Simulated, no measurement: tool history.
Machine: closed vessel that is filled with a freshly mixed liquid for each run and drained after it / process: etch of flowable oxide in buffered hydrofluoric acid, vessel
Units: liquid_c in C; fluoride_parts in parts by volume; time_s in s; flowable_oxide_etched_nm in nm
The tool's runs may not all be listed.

| run | hour | liquid_c | fluoride_parts | time_s | flowable_oxide_etched_nm |
|---|---|---|---|---|---|
| 1 | 0.0 | 24.0 | 13 | 105 | 218.89 |
| 2 | 9.1 | 22.5 | 13 | 105 | 200.09 |
| 3 | 14.1 | 22.0 | 13 | 105 | 193.30 |
| 4 | 17.9 | 22.0 | 13 | 105 | 192.71 |
| 5 | 24.1 | 20.5 | 13 | 105 | 178.95 |
| 6 | 29.6 | 17.5 | 13 | 105 | 150.35 |
| 7 | 37.5 | 18.0 | 13 | 105 | 153.41 |
| 8 | 39.3 | 18.5 | 13 | 105 | 158.18 |
| 9 | 45.1 | 19.0 | 13 | 105 | 162.56 |

Run 10 has not been measured yet. What should we expect?
| 10 | 51.2 | 19.5 | 13 | 105 | ? |

Run 10 produced flowable_oxide_etched_nm 168.03 nm.
